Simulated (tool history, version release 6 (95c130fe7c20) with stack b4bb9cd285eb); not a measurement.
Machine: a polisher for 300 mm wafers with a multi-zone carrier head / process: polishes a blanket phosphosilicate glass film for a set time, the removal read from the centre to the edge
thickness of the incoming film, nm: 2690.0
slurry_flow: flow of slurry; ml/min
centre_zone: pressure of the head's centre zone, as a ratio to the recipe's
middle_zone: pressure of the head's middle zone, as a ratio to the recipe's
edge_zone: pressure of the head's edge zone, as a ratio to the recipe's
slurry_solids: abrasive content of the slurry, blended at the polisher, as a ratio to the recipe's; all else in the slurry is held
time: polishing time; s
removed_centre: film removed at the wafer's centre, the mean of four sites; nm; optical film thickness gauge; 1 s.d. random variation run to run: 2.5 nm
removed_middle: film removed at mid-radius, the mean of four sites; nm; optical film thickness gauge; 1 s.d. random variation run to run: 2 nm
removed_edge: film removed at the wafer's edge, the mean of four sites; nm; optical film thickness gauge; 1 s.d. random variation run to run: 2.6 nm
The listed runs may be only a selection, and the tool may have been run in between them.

| run | hour | slurry_flow | centre_zone | middle_zone | edge_zone | slurry_solids | time | removed_centre | removed_middle | removed_edge |
|---|---|---|---|---|---|---|---|---|---|---|
| 1 | 0 | 235 | 1 | 1 | 1 | 1 | 34 | 378.08 | 379.28 | 371.76 |
| 2 | 4.6 | 235 | 1 | 1 | 1.06 | 1 | 34 | 376.13 | 375.05 | 391.17 |
| 3 | 6.6 | 235 | 0.99 | 0.98 | 1.03 | 0.9 | 32 | 329.07 | 325.11 | 340.71 |
| 4 | 9.4 | 235 | 0.99 | 0.98 | 0.98 | 0.9 | 32 | 333.07 | 335.16 | 327.95 |
| 5 | 10.5 | 235 | 0.92 | 0.98 | 0.98 | 0.9 | 32 | 312.63 | 331.18 | 331.24 |
| 6 | 15.4 | 235 | 0.92 | 0.98 | 0.9 | 0.9 | 32 | 312.24 | 325.05 | 327.97 |
| 7 | 20.2 | 235 | 0.93 | 0.98 | 0.89 | 0.85 | 30 | 288.62 | 303.53 | 286.56 |
| 8 | 27.2 | 235 | 0.93 | 0.96 | 0.89 | 0.8 | 29 | 259.84 | 272.57 | 262.63 |
| 9 | 30.5 | 235 | 0.94 | 0.94 | 0.88 | 0.75 | 29 | 253.76 | 257.16 | 252.62 |
| 10 | 35.9 | 235 | 0.94 | 0.93 | 0.87 | 0.7 | 29 | 240.1 | 243.88 | 236.75 |
| 11 | 36.4 | 225 | 0.95 | 0.84 | 0.81 | 0.5 | 29 | 183.66 | 167.99 | 177.54 |
| 12 | 42.1 | 235 | 0.95 | 0.85 | 0.81 | 0.5 | 29 | 185.72 | 169.72 | 178.78 |
| 13 | 49.9 | 270 | 0.98 | 0.95 | 0.87 | 0.6 | 29 | 227.18 | 223.3 | 220.57 |
| 14 | 51 | 265 | 0.98 | 0.94 | 0.86 | 0.6 | 29 | 222.49 | 219.02 | 217.81 |
| 15 | 53.9 | 225 | 1 | 0.93 | 0.81 | 0.5 | 28 | 188.04 | 176.2 | 167.58 |
| 16 | 61.9 | 235 | 1 | 0.93 | 0.82 | 0.5 | 28 | 186.04 | 180.4 | 167.64 |
| 17 | 65.5 | 245 | 1 | 0.93 | 0.82 | 0.5 | 28 | 187.84 | 176.82 | 170.75 |
| 18 | 73 | 255 | 1 | 0.94 | 0.83 | 0.5 | 28 | 187.99 | 179.54 | 169.99 |
| 19 | 74.7 | 260 | 1 | 0.94 | 0.84 | 0.5 | 28 | 184.72 | 179.27 | 172.72 |
| 20 | 81.6 | 265 | 1 | 0.94 | 0.84 | 0.5 | 28 | 188 | 182.8 | 174.84 |

Run 21, settings as shown, results not yet in. Your forecast:
| 21 | 85.9 | 265 | 1 | 0.94 | 0.85 | 0.5 | 28 | ? | ? | ? |

{"run 21": {"removed_centre": 191.86, "removed_middle": 178.94, "removed_edge": 174.94}}

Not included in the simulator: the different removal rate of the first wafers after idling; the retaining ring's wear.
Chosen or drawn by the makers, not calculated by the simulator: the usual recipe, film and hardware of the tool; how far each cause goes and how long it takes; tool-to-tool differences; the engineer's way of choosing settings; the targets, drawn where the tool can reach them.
